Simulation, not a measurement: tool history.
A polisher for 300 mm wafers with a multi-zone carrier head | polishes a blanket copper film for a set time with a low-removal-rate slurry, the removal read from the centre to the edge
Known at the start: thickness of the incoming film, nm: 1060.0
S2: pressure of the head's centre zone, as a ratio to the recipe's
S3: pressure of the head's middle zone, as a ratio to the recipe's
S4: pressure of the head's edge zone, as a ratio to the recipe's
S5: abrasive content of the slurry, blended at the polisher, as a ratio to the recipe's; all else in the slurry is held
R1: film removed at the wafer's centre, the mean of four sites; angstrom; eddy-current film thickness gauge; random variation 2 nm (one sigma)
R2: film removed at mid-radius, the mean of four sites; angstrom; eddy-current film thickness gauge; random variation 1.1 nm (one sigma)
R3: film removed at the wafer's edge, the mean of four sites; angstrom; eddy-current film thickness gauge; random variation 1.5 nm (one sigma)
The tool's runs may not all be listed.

Run 1, hour 0.0: flow of slurry (ml/min) 300, S2 1.00, S3 1.00, S4 1.00, S5 1.00, polishing time (s) 52. Result: R1 1292.6 angstrom, R2 1374.9 angstrom, R3 1392.0 angstrom.
Run 2, hour 1.7: flow of slurry (ml/min) 310, S2 1.00, S3 1.03, S4 1.05, S5 1.05, polishing time (s) 52. Result: R1 1378.5 angstrom, R2 1407.3 angstrom, R3 1451.0 angstrom.
Run 3, hour 7.2: flow of slurry (ml/min) 310, S2 1.00, S3 1.03, S4 1.05, S5 0.95, polishing time (s) 52. Result: R1 1305.6 angstrom, R2 1377.2 angstrom, R3 1368.3 angstrom.
Run 4, hour 8.2: flow of slurry (ml/min) 310, S2 1.00, S3 0.96, S4 1.05, S5 0.95, polishing time (s) 52. Result: R1 1306.7 angstrom, R2 1321.8 angstrom, R3 1399.5 angstrom.
Run 5, hour 11.6: flow of slurry (ml/min) 310, S2 1.00, S3 0.96, S4 0.99, S5 0.95, polishing time (s) 52. Result: R1 1321.2 angstrom, R2 1323.8 angstrom, R3 1351.4 angstrom.
Run 6, hour 18.2: flow of slurry (ml/min) 315, S2 0.99, S3 1.01, S4 1.02, S5 1.05, polishing time (s) 52. Result: R1 1338.1 angstrom, R2 1400.9 angstrom, R3 1414.1 angstrom.
Run 7, hour 26.1: flow of slurry (ml/min) 310, S2 0.98, S3 1.04, S4 1.04, S5 1.15, polishing time (s) 52. Result: R1 1350.6 angstrom, R2 1464.5 angstrom, R3 1474.6 angstrom.

Forecast run 8:
Run 8, hour 33.8: flow of slurry (ml/min) 315, S2 0.97, S3 1.06, S4 1.06, S5 1.20, polishing time (s) 52. Result: R1 ?, R2 ?, R3 ?.

Run 8 gave R1 1386.6 angstrom, R2 1522.2 angstrom, R3 1524.2 angstrom.
